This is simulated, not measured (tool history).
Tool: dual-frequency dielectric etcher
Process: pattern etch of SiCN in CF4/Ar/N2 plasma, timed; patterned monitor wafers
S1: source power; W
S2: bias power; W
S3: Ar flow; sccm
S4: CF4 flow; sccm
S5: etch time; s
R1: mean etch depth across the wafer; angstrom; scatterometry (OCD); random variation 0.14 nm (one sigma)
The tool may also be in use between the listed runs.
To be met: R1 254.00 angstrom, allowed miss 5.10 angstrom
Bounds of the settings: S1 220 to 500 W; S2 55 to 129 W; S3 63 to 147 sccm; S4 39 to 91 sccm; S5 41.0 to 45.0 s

run  hour   S1  S2   S3  S4    S5      R1
  1   0.0  360  92  105  65  45.0  349.73
  2   1.5  330  91  105  65  45.0  318.20
  3   2.2  310  91  105  65  45.0  296.46
  4   3.3  340  91  105  65  45.0  325.35
  5   4.2  380  91  105  65  45.0  363.99
  6  11.7  380  91   93  65  45.0  372.36
  7  19.3  380  91   93  65  45.0  372.71
     23.1  -- CF4 flow controller replaced
  8  23.1  350  90   93  65  45.0  345.37
  9  24.3  320  89   93  65  45.0  311.35

Which of these 4 next moves meets every target?
  A  25.5  240  84   92  62  44.0   ?
  B  25.5  290  70  106  61  43.5   ?
  C  25.5  320  83  111  64  45.0   ?
  D  25.5  310  86   91  55  41.0   ?

move      R1
   A  224.74
   B  254.55
   C  301.52
   D  271.00
A: takes the result that was furthest off past its target
B: meets every target
C: nearer than the last run, and not there yet
D: nearer than the last run, and not there yet
Answer: B

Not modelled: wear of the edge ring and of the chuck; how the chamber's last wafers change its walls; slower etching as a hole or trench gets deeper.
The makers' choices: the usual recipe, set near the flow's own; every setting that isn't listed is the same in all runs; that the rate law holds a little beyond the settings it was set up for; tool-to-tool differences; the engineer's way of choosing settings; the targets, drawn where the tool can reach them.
